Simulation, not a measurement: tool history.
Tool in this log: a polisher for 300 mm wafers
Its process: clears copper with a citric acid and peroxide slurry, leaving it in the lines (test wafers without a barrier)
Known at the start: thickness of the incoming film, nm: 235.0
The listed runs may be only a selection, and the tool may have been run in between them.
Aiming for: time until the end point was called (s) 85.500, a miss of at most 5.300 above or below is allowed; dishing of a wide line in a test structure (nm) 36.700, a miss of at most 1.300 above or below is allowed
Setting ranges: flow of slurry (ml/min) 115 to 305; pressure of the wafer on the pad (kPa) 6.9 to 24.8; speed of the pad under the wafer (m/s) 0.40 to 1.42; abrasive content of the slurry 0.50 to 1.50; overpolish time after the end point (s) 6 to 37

run,hour,flow of slurry (ml/min),pressure of the wafer on the pad (kPa),speed of the pad under the wafer (m/s),abrasive content of the slurry,overpolish time after the end point (s),time until the end point was called (s),dishing of a wide line in a test structure (nm)
1,0.0,195,15.9,0.90,1.00,19,157.310,19.755
2,7.4,195,15.9,1.12,1.00,19,125.380,23.916
3,16.2,175,15.9,1.12,1.00,19,135.230,22.912
4,21.2,175,15.9,1.22,1.00,19,118.210,25.061
5,29.2,185,16.5,1.22,1.00,19,114.540,26.230
6,35.2,185,16.5,1.22,1.00,13,112.430,18.494
# hour 39.0: slurry nozzle cleaned
7,39.0,175,17.2,1.22,1.00,14,107.410,21.752
8,43.0,170,17.9,1.22,1.00,15,102.800,23.193
9,47.9,165,18.6,1.22,1.00,16,97.207,25.642
10,50.9,165,18.6,1.22,1.00,17,94.233,26.949
11,54.4,165,18.6,1.22,1.00,18,99.292,28.331
12,60.0,165,19.3,1.22,1.00,18,97.287,29.652

Exercise: of the 5 proposed moves below, exactly one satisfies all targets within the stated allowed misses. Which move is it?
A,65.6,165,18.6,1.18,1.05,23,?,?
B,65.6,125,23.4,1.18,1.10,21,?,?
C,65.6,145,17.9,1.26,1.30,27,?,?
D,65.6,160,20.0,1.30,1.00,19,?,?
E,65.6,140,24.1,1.26,1.15,18,?,?

move,time until the end point was called (s),dishing of a wide line in a test structure (nm)
A,101.070,34.655
B,84.796,37.723
C,96.708,40.500
D,87.010,33.689
E,74.592,37.012
A: nearer the targets than the last run, but a result is still out of spec
B: meets every target
C: takes the result that was furthest off past its target
D: nearer the targets than the last run, but a result is still out of spec
E: brings the last run's worst result on target, with another outside its allowed miss
The right move is B.
